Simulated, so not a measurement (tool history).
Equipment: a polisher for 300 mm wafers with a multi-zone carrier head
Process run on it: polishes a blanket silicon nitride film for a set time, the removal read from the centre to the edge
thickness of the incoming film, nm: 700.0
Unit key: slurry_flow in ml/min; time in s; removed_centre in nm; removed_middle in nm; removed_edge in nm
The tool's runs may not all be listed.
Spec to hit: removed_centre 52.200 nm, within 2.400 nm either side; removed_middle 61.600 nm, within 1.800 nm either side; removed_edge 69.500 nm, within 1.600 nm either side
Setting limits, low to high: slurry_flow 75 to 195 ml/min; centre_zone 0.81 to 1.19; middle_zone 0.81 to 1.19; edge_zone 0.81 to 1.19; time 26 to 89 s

run,hour,slurry_flow,centre_zone,middle_zone,edge_zone,time,removed_centre,removed_middle,removed_edge
1,0.0,125,1.00,1.00,1.00,57,100.040,100.440,97.165
2,7.3,125,1.00,1.00,1.00,69,120.370,120.030,118.450
3,9.0,125,1.00,1.00,1.08,69,119.350,120.210,123.220
4,16.7,125,1.00,1.00,1.08,80,138.720,139.650,144.100
5,22.9,110,0.95,0.98,1.09,67,108.080,112.740,117.980
6,25.3,100,0.91,0.96,1.12,57,83.214,92.182,100.710
7,32.6,95,0.89,0.94,1.10,51,71.351,80.085,87.654
8,37.7,90,0.87,0.92,1.08,48,65.211,72.917,82.062

Exactly one of the 4 candidate moves below puts every result within its allowed miss. Which one?
A,42.8,120,1.15,0.95,0.93,39,?,?,?
B,42.8,90,0.86,0.81,1.10,61,?,?,?
C,42.8,130,1.19,0.83,0.97,40,?,?,?
D,42.8,75,0.83,0.93,1.10,42,?,?,?

move,removed_centre,removed_middle,removed_edge
A,75.851,64.665,65.427
B,81.991,83.139,105.460
C,81.938,60.250,69.183
D,51.512,61.125,70.225
A: moves the result that the last run missed by most past its target, out the other side
B: lands further from the targets than the last run did
C: puts the biggest miss on target and leaves a different result outside tolerance
D: each result inside its tolerance
Correct choice: D, which meets every target
